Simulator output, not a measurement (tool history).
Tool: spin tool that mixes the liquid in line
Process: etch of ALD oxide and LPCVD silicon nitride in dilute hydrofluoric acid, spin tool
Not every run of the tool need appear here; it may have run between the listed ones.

run,hour,temperature setpoint of the liquid (°C),parts of water to one part of 49 % hydrofluoric acid (parts by volume),time under the liquid (s),thickness taken off the ALD oxide on a monitor wafer (angstrom),thickness taken off the LPCVD silicon nitride on a monitor wafer (angstrom)
1,0,25,135,180,110.39,6.9457
2,7.2,25,135,230,138.9,9.3917
3,8.3,25,135,270,163.94,11.467
4,9.7,24,155,240,120.26,7.9933
5,17.9,24,170,205,91.027,6.0852
6,20,23.5,185,180,71.093,4.9737
7,25,22.5,195,160,57.149,3.4901

Estimate the outcome of run 8 from the log above:
8,26.1,22.5,195,160,?,?

{"run 8": {"thickness taken off the ALD oxide on a monitor wafer (angstrom)": 57.906, "thickness taken off the LPCVD silicon nitride on a monitor wafer (angstrom)": 3.7287}}

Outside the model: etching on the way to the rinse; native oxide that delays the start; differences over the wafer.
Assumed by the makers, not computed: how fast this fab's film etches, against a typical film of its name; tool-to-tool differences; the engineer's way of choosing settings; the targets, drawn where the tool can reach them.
